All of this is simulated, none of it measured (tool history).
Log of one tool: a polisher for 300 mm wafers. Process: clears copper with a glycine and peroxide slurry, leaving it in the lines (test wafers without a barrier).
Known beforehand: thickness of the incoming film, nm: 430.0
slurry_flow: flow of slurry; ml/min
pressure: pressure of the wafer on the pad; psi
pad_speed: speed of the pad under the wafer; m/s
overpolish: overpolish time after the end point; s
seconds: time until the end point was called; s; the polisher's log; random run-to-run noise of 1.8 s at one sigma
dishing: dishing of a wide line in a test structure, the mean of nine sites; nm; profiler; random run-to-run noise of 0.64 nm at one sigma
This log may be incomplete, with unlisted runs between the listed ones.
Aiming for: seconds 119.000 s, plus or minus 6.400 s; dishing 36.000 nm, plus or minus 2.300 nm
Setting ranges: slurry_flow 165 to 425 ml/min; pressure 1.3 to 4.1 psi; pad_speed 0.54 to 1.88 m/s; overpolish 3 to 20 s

| run | hour | slurry_flow | pressure | pad_speed | overpolish | seconds | dishing |
|---|---|---|---|---|---|---|---|
| 1 | 0.0 | 275 | 2.7 | 1.20 | 10 | 63.488 | 42.143 |
| 2 | 5.8 | 275 | 2.7 | 1.20 | 7 | 64.508 | 32.695 |
| 3 | 7.1 | 275 | 2.7 | 1.20 | 10 | 63.435 | 41.539 |
| 4 | 10.0 | 275 | 2.7 | 1.20 | 12 | 62.118 | 45.798 |
| 5 | 16.3 | 275 | 2.7 | 1.20 | 14 | 62.572 | 52.473 |
| 6 | 22.4 | 275 | 2.7 | 1.20 | 11 | 62.410 | 45.263 |
| 7 | 25.1 | 275 | 2.3 | 1.10 | 12 | 76.837 | 41.219 |
| 8 | 27.9 | 275 | 2.0 | 1.04 | 13 | 89.647 | 38.803 |
| 9 | 34.9 | 275 | 1.8 | 1.02 | 14 | 100.180 | 37.953 |

Which of these 5 next moves meets every target?
| A | 41.9 | 250 | 1.7 | 1.30 | 10 | ? | ? |
| B | 41.9 | 320 | 1.4 | 1.36 | 12 | ? | ? |
| C | 41.9 | 255 | 2.0 | 1.06 | 13 | ? | ? |
| D | 41.9 | 290 | 1.5 | 0.96 | 15 | ? | ? |
| E | 41.9 | 280 | 1.9 | 0.90 | 15 | ? | ? |

| move | seconds | dishing |
|---|---|---|
| A | 84.241 | 33.684 |
| B | 92.779 | 35.640 |
| C | 86.894 | 40.314 |
| D | 114.790 | 36.658 |
| E | 101.610 | 40.275 |
A: misses by more than the last run did
B: misses by more than the last run did
C: misses by more than the last run did
D: every result lands within tolerance
E: closer than the last run, but not yet in spec
D is the move that brings every result within its allowed miss.
